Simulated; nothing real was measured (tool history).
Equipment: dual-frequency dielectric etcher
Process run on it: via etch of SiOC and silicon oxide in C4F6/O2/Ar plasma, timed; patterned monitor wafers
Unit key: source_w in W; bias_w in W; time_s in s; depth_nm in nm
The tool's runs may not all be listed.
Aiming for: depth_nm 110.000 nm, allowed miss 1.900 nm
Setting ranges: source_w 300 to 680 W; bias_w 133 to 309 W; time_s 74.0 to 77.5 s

Run 1, hour 0.0: source_w 490 W, bias_w 221 W, time_s 74.0 s. Result: depth_nm 89.475 nm.
Run 2, hour 3.6: source_w 450 W, bias_w 221 W, time_s 74.0 s. Result: depth_nm 85.787 nm.
Run 3, hour 5.0: source_w 450 W, bias_w 221 W, time_s 74.0 s. Result: depth_nm 85.946 nm.
Run 4, hour 10.7: source_w 450 W, bias_w 221 W, time_s 77.5 s. Result: depth_nm 89.984 nm.
Run 5, hour 19.5: source_w 470 W, bias_w 222 W, time_s 77.5 s. Result: depth_nm 91.959 nm.
Run 6, hour 28.3: source_w 470 W, bias_w 222 W, time_s 74.0 s. Result: depth_nm 87.547 nm.
Run 7, hour 32.3: source_w 570 W, bias_w 266 W, time_s 75.0 s. Result: depth_nm 101.940 nm.
Run 8, hour 34.7: source_w 580 W, bias_w 267 W, time_s 75.0 s. Result: depth_nm 103.930 nm.
Run 9, hour 36.2: source_w 590 W, bias_w 268 W, time_s 75.0 s. Result: depth_nm 104.340 nm.
Run 10, hour 37.4: source_w 600 W, bias_w 269 W, time_s 75.0 s. Result: depth_nm 105.060 nm.
Run 11, hour 40.5: source_w 610 W, bias_w 270 W, time_s 75.0 s. Result: depth_nm 106.170 nm.
Run 12, hour 44.1: source_w 630 W, bias_w 272 W, time_s 75.0 s. Result: depth_nm 107.370 nm.

Which single option among these 5 for the next run brings every result within its allowed miss of target? Just one does.
Run A, hour 47.7: source_w 610 W, bias_w 255 W, time_s 75.5 s. Result: depth_nm ?.
Run B, hour 47.7: source_w 630 W, bias_w 262 W, time_s 74.5 s. Result: depth_nm ?.
Run C, hour 47.7: source_w 640 W, bias_w 257 W, time_s 77.5 s. Result: depth_nm ?.
Run D, hour 47.7: source_w 640 W, bias_w 257 W, time_s 74.0 s. Result: depth_nm ?.
Run E, hour 47.7: source_w 620 W, bias_w 255 W, time_s 74.0 s. Result: depth_nm ?.

move  depth_nm
   A   104.860
   B   105.830
   C   110.080
   D   105.110
   E   103.470
A: lands further from the targets than the last run did
B: lands further from the targets than the last run did
C: every result within its allowed miss
D: lands further from the targets than the last run did
E: lands further from the targets than the last run did
So the answer is move C, the one that meets all the targets.
